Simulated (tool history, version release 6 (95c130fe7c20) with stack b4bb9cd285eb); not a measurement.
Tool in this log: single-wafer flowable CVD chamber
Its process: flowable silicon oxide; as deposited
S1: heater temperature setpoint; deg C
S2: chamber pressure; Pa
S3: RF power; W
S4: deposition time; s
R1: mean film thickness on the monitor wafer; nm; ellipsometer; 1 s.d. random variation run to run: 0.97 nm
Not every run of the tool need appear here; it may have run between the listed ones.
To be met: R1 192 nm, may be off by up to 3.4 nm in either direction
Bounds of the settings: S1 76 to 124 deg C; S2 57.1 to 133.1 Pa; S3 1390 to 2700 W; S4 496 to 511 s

run,hour,S1,S2,S3,S4,R1
1,0,100,95.1,2045,496,265.82
2,4.5,103,95.1,2045,496,240.96
3,11.8,105,95.1,2045,496,225.58
4,17.4,107,95.1,2045,496,214.27
5,24.9,107,107.1,2045,496,239.77
6,31.9,109,107.1,2045,496,224.29
7,33.1,110,107.1,2045,496,221.83
8,40.3,110,107.1,2045,496,219.32
9,47.8,111,107.1,2045,496,215
10,54.5,112,107.1,2045,496,208.06
11,56.3,113,107.1,2045,496,201.11

Exercise: of the 4 proposed moves below, exactly one satisfies all targets within the stated allowed misses. Which move is it?
A,58.1,108,95.9,2025,496,?
B,58.1,113,107.5,2350,504,?
C,58.1,112,112.1,1775,496,?
D,58.1,119,120.3,1980,501,?

move,R1
A,208.22
B,207.71
C,212.02
D,191.05
A: further off than the last run
B: further off than the last run
C: further off than the last run
D: meets every target
Correct choice: D, which meets every target
